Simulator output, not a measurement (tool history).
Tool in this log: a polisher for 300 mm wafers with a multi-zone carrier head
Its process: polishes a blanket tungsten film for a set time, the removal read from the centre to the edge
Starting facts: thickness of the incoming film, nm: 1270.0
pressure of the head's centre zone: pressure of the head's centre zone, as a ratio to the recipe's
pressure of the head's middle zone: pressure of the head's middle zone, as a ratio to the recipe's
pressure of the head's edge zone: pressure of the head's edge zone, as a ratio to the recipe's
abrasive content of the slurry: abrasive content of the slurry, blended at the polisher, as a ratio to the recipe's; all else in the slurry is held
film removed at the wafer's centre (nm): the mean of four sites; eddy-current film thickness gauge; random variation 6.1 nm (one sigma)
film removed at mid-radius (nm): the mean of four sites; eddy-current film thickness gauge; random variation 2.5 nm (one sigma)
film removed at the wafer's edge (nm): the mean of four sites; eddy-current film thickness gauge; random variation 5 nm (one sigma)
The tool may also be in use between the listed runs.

| run | day | flow of slurry (ml/min) | pressure of the head's centre zone | pressure of the head's middle zone | pressure of the head's edge zone | abrasive content of the slurry | polishing time (s) | film removed at the wafer's centre (nm) | film removed at mid-radius (nm) | film removed at the wafer's edge (nm) |
|---|---|---|---|---|---|---|---|---|---|---|
| 1 | 0 | 220 | 1 | 1 | 1 | 1 | 51 | 313.5 | 318.37 | 308.7 |
| 2 | 0.346 | 220 | 1 | 1 | 0.94 | 1 | 51 | 315.89 | 320.59 | 306.87 |
| 3 | 0.55 | 225 | 1.01 | 0.98 | 0.96 | 1.1 | 52 | 335.87 | 327.71 | 323.18 |
| 4 | 0.8 | 230 | 1.02 | 0.97 | 0.98 | 1.15 | 52 | 348.87 | 335.67 | 336.42 |
| 5 | 0.892 | 240 | 1.03 | 0.96 | 0.99 | 1.15 | 52 | 351.91 | 337.39 | 335.42 |
| 6 | 1.271 | 240 | 1.04 | 0.94 | 1 | 1.2 | 52 | 361.04 | 334.05 | 342.05 |

Predict the results of run 7:
| 7 | 1.338 | 245 | 1.05 | 0.93 | 1.01 | 1.25 | 52 | ? | ? | ? |

{"run 7": {"film removed at the wafer's centre (nm)": 371.66, "film removed at mid-radius (nm)": 328.58, "film removed at the wafer's edge (nm)": 347.89}}
